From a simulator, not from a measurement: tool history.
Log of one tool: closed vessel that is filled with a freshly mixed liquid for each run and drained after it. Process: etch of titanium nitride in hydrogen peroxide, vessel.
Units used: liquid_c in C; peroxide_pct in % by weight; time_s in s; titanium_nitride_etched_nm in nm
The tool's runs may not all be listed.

run,hour,liquid_c,peroxide_pct,time_s,titanium_nitride_etched_nm
1,0.0,46.0,24.5,1860,73.030
2,2.1,46.0,24.5,2000,77.184
3,6.1,46.0,26.5,2000,78.918
4,13.4,45.0,26.5,2000,72.815
5,22.8,45.0,30.0,2000,74.467
6,27.7,42.0,30.0,2000,59.238

Forecast run 7:
7,36.2,41.5,30.0,2000,?

Run 7 gave titanium_nitride_etched_nm 56.752 nm.

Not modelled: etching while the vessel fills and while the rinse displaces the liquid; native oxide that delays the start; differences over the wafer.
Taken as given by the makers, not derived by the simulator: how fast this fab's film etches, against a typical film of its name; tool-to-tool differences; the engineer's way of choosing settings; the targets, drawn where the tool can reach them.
